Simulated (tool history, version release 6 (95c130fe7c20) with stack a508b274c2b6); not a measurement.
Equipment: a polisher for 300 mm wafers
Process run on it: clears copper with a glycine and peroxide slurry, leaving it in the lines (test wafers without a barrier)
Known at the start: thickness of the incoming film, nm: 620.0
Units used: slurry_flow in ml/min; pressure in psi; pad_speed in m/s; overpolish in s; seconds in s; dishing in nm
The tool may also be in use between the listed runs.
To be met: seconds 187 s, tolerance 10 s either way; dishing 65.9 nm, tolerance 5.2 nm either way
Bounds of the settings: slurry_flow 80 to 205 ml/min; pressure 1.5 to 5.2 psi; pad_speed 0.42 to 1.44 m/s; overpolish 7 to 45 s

run	hour	slurry_flow	pressure	pad_speed	overpolish	seconds	dishing
1	0	135	3.3	0.92	23	129.77	54.558
2	1.2	135	3.3	0.8	23	137.66	53.803
3	10	115	3.3	0.8	23	145.61	53.065
4	16.7	115	3.2	0.8	24	145.63	52.656
5	24.6	115	3.2	0.68	24	166.8	50.722
6	27.2	115	3.2	0.68	25	167.47	52.182
7	32.7	115	3.2	0.68	26	164.27	52.33
8	36.4	115	3.2	0.68	28	163.28	55.763
9	43.6	110	2.7	0.64	39	201.2	60.296

4 next moves are on the table. One of them brings every result within its allowed miss. Which?
A	50.8	105	1.6	1.02	45	?	?
B	50.8	80	3.2	0.64	35	?	?
C	50.8	130	3.1	0.68	36	?	?
D	50.8	150	3	0.58	39	?	?

move	seconds	dishing
A	212.65	56.593
B	187.34	56.849
C	160.06	62.812
D	177	62.65
A: its largest miss is bigger than the last run's
B: meets the target for the result that was furthest off, but another lies outside its allowed miss
C: takes the result that was furthest off past its target
D: meets every target
D is the move that brings every result within its allowed miss.
